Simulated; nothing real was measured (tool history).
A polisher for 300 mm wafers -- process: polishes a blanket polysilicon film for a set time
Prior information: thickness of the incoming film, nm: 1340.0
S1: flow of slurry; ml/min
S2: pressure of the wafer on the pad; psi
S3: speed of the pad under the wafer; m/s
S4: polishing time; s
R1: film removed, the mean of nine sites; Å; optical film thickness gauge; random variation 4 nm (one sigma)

run  hour   S1   S2    S3  S4      R1
  1   0.0  255  3.0  1.26  60  6570.4
  2   7.5  210  3.0  1.26  60  6447.4
  3  10.5  180  3.0  1.26  60  6115.2
  4  14.1  160  3.0  1.26  60  6127.7
  5  23.0  160  2.8  1.26  60  5688.0
  6  24.2  160  2.6  1.26  60  5382.4

Run 7 comes next. What will it give?
  7  27.2  160  2.4  1.26  60   ?

R1: 4918.2 Å
